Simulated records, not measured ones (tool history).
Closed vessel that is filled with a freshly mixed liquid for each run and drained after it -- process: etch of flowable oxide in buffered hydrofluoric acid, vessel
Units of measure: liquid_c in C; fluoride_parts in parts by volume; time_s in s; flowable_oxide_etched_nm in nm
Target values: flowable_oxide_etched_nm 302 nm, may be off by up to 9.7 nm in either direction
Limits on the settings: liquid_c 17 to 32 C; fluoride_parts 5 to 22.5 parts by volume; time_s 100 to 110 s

{"run": 1, "hour": 0.0, "liquid_c": 25, "fluoride_parts": 13.5, "time_s": 100, "flowable_oxide_etched_nm": 230.81}
{"run": 2, "hour": 3.4, "liquid_c": 25, "fluoride_parts": 13.5, "time_s": 110, "flowable_oxide_etched_nm": 252.64}
{"run": 3, "hour": 10.7, "liquid_c": 26, "fluoride_parts": 13.5, "time_s": 110, "flowable_oxide_etched_nm": 267.88}
{"run": 4, "hour": 15.6, "liquid_c": 27, "fluoride_parts": 13.5, "time_s": 110, "flowable_oxide_etched_nm": 280.02}
{"run": 5, "hour": 22.2, "liquid_c": 27.5, "fluoride_parts": 13.5, "time_s": 110, "flowable_oxide_etched_nm": 289.53}
{"run": 6, "hour": 25.3, "liquid_c": 31, "fluoride_parts": 13.5, "time_s": 110, "flowable_oxide_etched_nm": 345.81}
{"run": 7, "hour": 31.4, "liquid_c": 30, "fluoride_parts": 13.5, "time_s": 110, "flowable_oxide_etched_nm": 331.18}
{"run": 8, "hour": 33.4, "liquid_c": 29.5, "fluoride_parts": 13.5, "time_s": 110, "flowable_oxide_etched_nm": 322.65}
{"run": 9, "hour": 37.5, "liquid_c": 29, "fluoride_parts": 13.5, "time_s": 110, "flowable_oxide_etched_nm": 311.36}

Which single option among these 4 for the next run brings every result within its allowed miss of target? Just one does.
{"run": "A", "hour": 41.6, "liquid_c": 30, "fluoride_parts": 13.5, "time_s": 100, "flowable_oxide_etched_nm": "?"}
{"run": "B", "hour": 41.6, "liquid_c": 30.5, "fluoride_parts": 13.5, "time_s": 105, "flowable_oxide_etched_nm": "?"}
{"run": "C", "hour": 41.6, "liquid_c": 32, "fluoride_parts": 14, "time_s": 105, "flowable_oxide_etched_nm": "?"}
{"run": "D", "hour": 41.6, "liquid_c": 30.5, "fluoride_parts": 15.5, "time_s": 105, "flowable_oxide_etched_nm": "?"}

move=A flowable_oxide_etched_nm=301.82
move=B flowable_oxide_etched_nm=325.33
move=C flowable_oxide_etched_nm=339.5
move=D flowable_oxide_etched_nm=284.16
A: meets every target
B: moves away from the targets compared with the last run
C: moves away from the targets compared with the last run
D: takes the biggest miss from the last run beyond its target
A is the move that brings every result within its allowed miss.
